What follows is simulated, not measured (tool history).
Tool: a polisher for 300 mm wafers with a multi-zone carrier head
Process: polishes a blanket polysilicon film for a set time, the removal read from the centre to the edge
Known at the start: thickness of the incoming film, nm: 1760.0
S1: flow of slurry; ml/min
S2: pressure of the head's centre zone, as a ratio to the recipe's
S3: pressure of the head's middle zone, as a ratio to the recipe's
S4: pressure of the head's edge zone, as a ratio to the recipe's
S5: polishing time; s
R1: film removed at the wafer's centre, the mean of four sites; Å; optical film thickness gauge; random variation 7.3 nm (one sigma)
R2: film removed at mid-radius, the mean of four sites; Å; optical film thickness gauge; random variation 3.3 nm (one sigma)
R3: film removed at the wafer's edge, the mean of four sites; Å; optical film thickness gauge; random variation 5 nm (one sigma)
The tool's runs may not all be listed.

| run | hour | S1 | S2 | S3 | S4 | S5 | R1 | R2 | R3 |
|---|---|---|---|---|---|---|---|---|---|
| 1 | 0 | 230 | 1 | 1 | 1 | 62 | 3869.5 | 3900 | 4035.7 |
| 2 | 6.1 | 230 | 1 | 1.04 | 1 | 62 | 4041.6 | 4117.4 | 3958.9 |
| 3 | 13.8 | 230 | 1 | 1.11 | 1 | 62 | 3988.9 | 4333.8 | 3993.4 |
| 4 | 20.7 | 230 | 1 | 1.11 | 1 | 54 | 3482.1 | 3733.7 | 3446.1 |
| 5 | 24.4 | 235 | 1.01 | 1.11 | 1.02 | 56 | 3465.1 | 3878.9 | 3669 |
| 6 | 30 | 235 | 1.01 | 1.15 | 1.02 | 56 | 3702.2 | 3954.6 | 3674.6 |
| 7 | 31.9 | 240 | 1.02 | 1.16 | 1.03 | 57 | 3604.6 | 4133.5 | 3695.7 |
| 8 | 33.1 | 230 | 1.02 | 1.14 | 1.03 | 59 | 3772 | 4172.4 | 3833.4 |
| 9 | 38.9 | 230 | 1.04 | 1.13 | 1.04 | 61 | 4016.7 | 4265.4 | 3944.6 |
| 10 | 43.3 | 235 | 1.05 | 1.12 | 1.06 | 62 | 3991.5 | 4346.5 | 4053.4 |
| 11 | 47.4 | 230 | 1.06 | 1.1 | 1.06 | 64 | 4283.9 | 4373.4 | 4190.6 |

Forecast run 12:
| 12 | 50.2 | 235 | 1.07 | 1.1 | 1.07 | 65 | ? | ? | ? |

R1: 4457.8 Å
R2: 4466.4 Å
R3: 4339.1 Å
